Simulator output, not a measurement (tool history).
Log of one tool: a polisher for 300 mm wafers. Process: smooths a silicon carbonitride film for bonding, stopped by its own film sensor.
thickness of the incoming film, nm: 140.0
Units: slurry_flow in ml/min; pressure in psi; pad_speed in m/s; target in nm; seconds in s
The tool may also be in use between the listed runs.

{"run": 1, "hour": 0.0, "slurry_flow": 130, "pressure": 1.9, "pad_speed": 0.88, "slurry_solids": 1.0, "target": 125, "seconds": 58.856}
{"run": 2, "hour": 7.9, "slurry_flow": 130, "pressure": 1.9, "pad_speed": 0.68, "slurry_solids": 1.0, "target": 125, "seconds": 73.957}
{"run": 3, "hour": 14.9, "slurry_flow": 130, "pressure": 2.0, "pad_speed": 0.7, "slurry_solids": 1.0, "target": 125, "seconds": 69.413}
{"run": 4, "hour": 23.0, "slurry_flow": 130, "pressure": 2.0, "pad_speed": 0.9, "slurry_solids": 1.0, "target": 125, "seconds": 56.427}
{"run": 5, "hour": 28.8, "slurry_flow": 130, "pressure": 2.1, "pad_speed": 0.92, "slurry_solids": 1.0, "target": 125, "seconds": 51.829}
{"run": 6, "hour": 29.8, "slurry_flow": 130, "pressure": 2.1, "pad_speed": 1.0, "slurry_solids": 1.0, "target": 125, "seconds": 50.029}
{"run": 7, "hour": 37.6, "slurry_flow": 130, "pressure": 2.2, "pad_speed": 1.0, "slurry_solids": 1.0, "target": 125, "seconds": 46.983}

The next listed run, before its measurement:
{"run": 8, "hour": 42.4, "slurry_flow": 130, "pressure": 2.3, "pad_speed": 1.0, "slurry_solids": 1.0, "target": 125, "seconds": "?"}

seconds: 44.616 s

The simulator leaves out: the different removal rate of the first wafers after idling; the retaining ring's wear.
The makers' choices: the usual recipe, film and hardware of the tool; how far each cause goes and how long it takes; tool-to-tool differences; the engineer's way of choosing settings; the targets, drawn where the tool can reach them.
